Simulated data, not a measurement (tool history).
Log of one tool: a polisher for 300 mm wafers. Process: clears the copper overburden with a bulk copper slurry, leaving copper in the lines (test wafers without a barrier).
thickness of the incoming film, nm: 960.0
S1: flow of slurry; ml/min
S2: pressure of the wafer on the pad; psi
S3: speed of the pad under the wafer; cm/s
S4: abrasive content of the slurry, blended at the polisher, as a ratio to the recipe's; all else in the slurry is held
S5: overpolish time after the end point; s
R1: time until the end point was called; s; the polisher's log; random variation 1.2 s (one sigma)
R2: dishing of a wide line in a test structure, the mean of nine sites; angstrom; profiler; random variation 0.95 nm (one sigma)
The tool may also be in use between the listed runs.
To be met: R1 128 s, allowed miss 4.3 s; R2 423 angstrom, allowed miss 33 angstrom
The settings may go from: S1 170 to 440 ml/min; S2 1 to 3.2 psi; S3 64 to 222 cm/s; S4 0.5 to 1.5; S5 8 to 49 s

run,hour,S1,S2,S3,S4,S5,R1,R2
1,0,280,2.1,142,1,25,91.781,467.1
2,3,280,1.9,142,1,25,100.32,454.17
3,9.1,280,1.7,142,1,25,107.84,428.63
4,11.8,330,1.7,142,1,25,105.64,443.55
5,16.8,330,1.7,130,1,25,113.49,432.14
6,25.3,330,1.7,130,1,15,116.71,371.59
7,34.3,320,1.6,130,1,19,119.47,405.64
8,40.6,315,1.6,130,1,20,122.39,392.78

4 next moves are on the table. One of them brings every result within its allowed miss. Which?
A,46.9,385,1.4,128,0.95,33,?,?
B,46.9,240,1.7,126,0.8,29,?,?
C,46.9,310,1.6,114,1,28,?,?
D,46.9,295,1.6,116,0.95,29,?,?

move,R1,R2
A,135.46,417.6
B,127,429.49
C,138.31,418.18
D,137.69,420.6
A: takes the result that was furthest off past its target
B: meets every target
C: takes the result that was furthest off past its target
D: takes the result that was furthest off past its target
Answer: B
